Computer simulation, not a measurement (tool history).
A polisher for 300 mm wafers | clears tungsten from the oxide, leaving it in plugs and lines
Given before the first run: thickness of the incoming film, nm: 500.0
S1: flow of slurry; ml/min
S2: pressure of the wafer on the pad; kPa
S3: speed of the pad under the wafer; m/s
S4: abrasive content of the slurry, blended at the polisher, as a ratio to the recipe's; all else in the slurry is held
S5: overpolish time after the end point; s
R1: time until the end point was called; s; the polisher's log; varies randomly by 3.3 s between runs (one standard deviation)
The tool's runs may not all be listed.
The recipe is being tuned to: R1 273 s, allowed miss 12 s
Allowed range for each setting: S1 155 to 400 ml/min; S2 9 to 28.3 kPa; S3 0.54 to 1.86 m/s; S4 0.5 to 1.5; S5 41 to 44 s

run	day	S1	S2	S3	S4	S5	R1
1	0	255	18.6	1.18	1	41	172.14
2	0.079	255	18.6	1.46	1	41	139.41
3	0.142	255	15.9	1.4	1	41	166.29
4	0.312	255	15.9	1.4	0.8	41	177.8
5	0.579	255	13.8	1.38	0.8	41	207.54
6	0.854	255	12.4	1.38	0.8	41	227.64
7	1.104	255	11.7	1.38	0.8	41	234.06
8	1.396	255	11	1.38	0.8	41	250.07

5 candidate next runs follow, results not yet known. Just one meets every target within its allowed miss. Identify it.
A	1.688	260	10.3	1.1	1	41	?
B	1.688	185	10.3	1.46	0.7	42	?
C	1.688	175	12.4	1.38	0.85	44	?
D	1.688	225	13.1	1.36	0.75	41	?
E	1.688	265	12.4	1.6	0.55	42	?

move	R1
A	308.49
B	272.52
C	231.35
D	226.87
E	223.64
A: the result that was furthest off in the last run now lies on the other side of its target
B: hits every target within its allowed miss
C: misses by more than the last run did
D: misses by more than the last run did
E: misses by more than the last run did
Go with B: it meets all targets.

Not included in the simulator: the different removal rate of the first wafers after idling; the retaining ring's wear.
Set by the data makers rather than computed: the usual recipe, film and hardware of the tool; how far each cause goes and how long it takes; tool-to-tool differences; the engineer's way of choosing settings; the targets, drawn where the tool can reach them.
